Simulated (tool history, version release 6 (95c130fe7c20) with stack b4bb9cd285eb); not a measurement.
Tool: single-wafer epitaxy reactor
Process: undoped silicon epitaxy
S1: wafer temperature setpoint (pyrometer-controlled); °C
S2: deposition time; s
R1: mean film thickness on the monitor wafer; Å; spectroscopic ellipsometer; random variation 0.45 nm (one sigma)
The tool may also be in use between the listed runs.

run	hour	S1	S2	R1
1	0	640	517	678.68
2	1.2	640	469	614.45
3	6.7	650	469	791.58
4	10.2	651	469	814.56
5	15.7	641	469	631.92
6	21.9	651	469	803.75
7	23.8	652	469	822.46

Forecast run 8:
8	28.5	653	469	?

{"run 8": {"R1": 850.87}}
